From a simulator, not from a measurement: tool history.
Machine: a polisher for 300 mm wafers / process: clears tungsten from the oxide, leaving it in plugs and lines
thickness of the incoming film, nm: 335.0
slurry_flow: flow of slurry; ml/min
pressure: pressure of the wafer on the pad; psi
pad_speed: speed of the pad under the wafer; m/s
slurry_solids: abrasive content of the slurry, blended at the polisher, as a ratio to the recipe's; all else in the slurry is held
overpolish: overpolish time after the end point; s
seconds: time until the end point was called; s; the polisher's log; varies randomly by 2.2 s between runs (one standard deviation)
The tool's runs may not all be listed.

run  hour  slurry_flow  pressure  pad_speed  slurry_solids  overpolish  seconds
  1   0.0          200       3.1       0.98            1.0          10   94.910
  2   3.1          170       3.1       0.98            1.0          10   95.792
  3   6.1          170       3.1       0.98            1.0          10   95.787
  4   9.5          170       3.1       1.08            1.0          10   88.215
  5  18.2          170       3.1       0.84            1.0          10  112.890
  6  23.9          170       3.5       0.84            1.0          10   99.394

Run 7, settings as shown, results not yet in. Your forecast:
  7  32.4          170       3.2       0.84            1.0          10        ?

seconds: 107.480 s
